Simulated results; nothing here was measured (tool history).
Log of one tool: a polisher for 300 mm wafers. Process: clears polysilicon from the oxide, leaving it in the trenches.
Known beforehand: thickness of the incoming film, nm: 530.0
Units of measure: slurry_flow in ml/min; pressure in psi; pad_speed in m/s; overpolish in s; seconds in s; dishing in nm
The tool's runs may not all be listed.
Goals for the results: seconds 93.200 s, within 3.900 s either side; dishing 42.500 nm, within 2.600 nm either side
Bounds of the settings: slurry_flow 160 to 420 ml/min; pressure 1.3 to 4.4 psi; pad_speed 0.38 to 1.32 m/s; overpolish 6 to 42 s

run	hour	slurry_flow	pressure	pad_speed	overpolish	seconds	dishing
1	0.0	270	2.8	0.84	21	50.208	49.248
2	8.0	270	3.4	0.84	21	43.334	50.441
3	16.7	270	3.1	0.82	19	48.138	49.524
4	23.8	270	3.1	0.62	19	61.222	49.151
5	29.0	270	2.9	0.62	17	66.873	46.158
6	30.8	320	2.9	0.62	17	65.329	45.946
7	36.5	320	2.7	0.62	17	69.892	46.404
8	45.2	320	2.6	0.62	16	72.769	45.376
9	46.0	320	2.5	0.62	15	75.131	43.530
10	48.6	320	2.4	0.62	15	77.891	44.306
11	52.0	320	1.9	0.58	6	103.860	23.600

Exactly one of the 4 candidate moves below puts every result within its allowed miss. Which one?
A	55.4	350	2.2	0.56	10	?	?
B	55.4	410	2.3	0.52	10	?	?
C	55.4	230	2.0	0.64	17	?	?
D	55.4	310	1.3	0.84	13	?	?

move	seconds	dishing
A	92.886	34.886
B	94.396	34.592
C	93.556	43.444
D	104.750	37.429
A: closer than the last run, but not yet in spec
B: closer than the last run, but not yet in spec
C: every result lands within tolerance
D: closer than the last run, but not yet in spec
C meets every target.
